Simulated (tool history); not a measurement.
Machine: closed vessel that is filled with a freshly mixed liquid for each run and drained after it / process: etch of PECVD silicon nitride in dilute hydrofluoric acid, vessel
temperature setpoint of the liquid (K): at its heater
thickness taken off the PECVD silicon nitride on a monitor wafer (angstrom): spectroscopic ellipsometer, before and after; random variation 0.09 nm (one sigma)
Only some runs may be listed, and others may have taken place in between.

run,hour,temperature setpoint of the liquid (K),parts of water to one part of 49 % hydrofluoric acid (parts by volume),time in the liquid (s),thickness taken off the PECVD silicon nitride on a monitor wafer (angstrom)
1,0,295.15,45,155,168.1
2,2.5,294.15,45,155,157.42
3,9.3,294.15,35,155,200.24
4,10.3,293.15,40,155,163.19
5,13.8,293.15,35,155,189.44
6,22.9,292.65,40,155,157.85
7,30.8,292.15,40,155,153.48
8,39.3,291.65,40,155,149.9
9,41.3,291.15,40,155,142.11

Run 10, settings as shown, results not yet in. Your forecast:
10,48.8,290.65,45,155,?

{"run 10": {"thickness taken off the PECVD silicon nitride on a monitor wafer (angstrom)": 125.04}}
